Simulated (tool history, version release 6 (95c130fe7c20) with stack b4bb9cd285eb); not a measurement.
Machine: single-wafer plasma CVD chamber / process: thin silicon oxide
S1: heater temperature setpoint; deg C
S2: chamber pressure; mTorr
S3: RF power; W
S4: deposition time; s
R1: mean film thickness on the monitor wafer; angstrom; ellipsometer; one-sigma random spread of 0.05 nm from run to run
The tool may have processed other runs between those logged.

Run 1, hour 0: S1 385 deg C, S2 669 mTorr, S3 305 W, S4 7.77 s. Result: R1 125.46 angstrom.
Run 2, hour 6.4: S1 385 deg C, S2 653 mTorr, S3 305 W, S4 7.77 s. Result: R1 122.93 angstrom.
Run 3, hour 7.9: S1 385 deg C, S2 638 mTorr, S3 305 W, S4 7.77 s. Result: R1 120.03 angstrom.
Run 4, hour 10.6: S1 379 deg C, S2 638 mTorr, S3 305 W, S4 7.77 s. Result: R1 121.94 angstrom.
Run 5, hour 11.6: S1 371 deg C, S2 638 mTorr, S3 305 W, S4 7.77 s. Result: R1 121.84 angstrom.
Run 6, hour 18.5: S1 371 deg C, S2 638 mTorr, S3 290 W, S4 7.77 s. Result: R1 118.51 angstrom.
Run 7, hour 21.4: S1 371 deg C, S2 627 mTorr, S3 290 W, S4 7.77 s. Result: R1 116.26 angstrom.
Run 8, hour 23: S1 371 deg C, S2 618 mTorr, S3 290 W, S4 7.77 s. Result: R1 116.41 angstrom.
Run 9, hour 28.6: S1 371 deg C, S2 607 mTorr, S3 290 W, S4 7.77 s. Result: R1 113.72 angstrom.
Run 10, hour 31: S1 371 deg C, S2 599 mTorr, S3 290 W, S4 7.77 s. Result: R1 111.08 angstrom.
Run 11, hour 33.2: S1 371 deg C, S2 594 mTorr, S3 290 W, S4 7.77 s. Result: R1 111.34 angstrom.

What will run 12 give?
Run 12, hour 36.1: S1 371 deg C, S2 588 mTorr, S3 290 W, S4 7.77 s. Result: R1 ?.

R1: 110.25 angstrom

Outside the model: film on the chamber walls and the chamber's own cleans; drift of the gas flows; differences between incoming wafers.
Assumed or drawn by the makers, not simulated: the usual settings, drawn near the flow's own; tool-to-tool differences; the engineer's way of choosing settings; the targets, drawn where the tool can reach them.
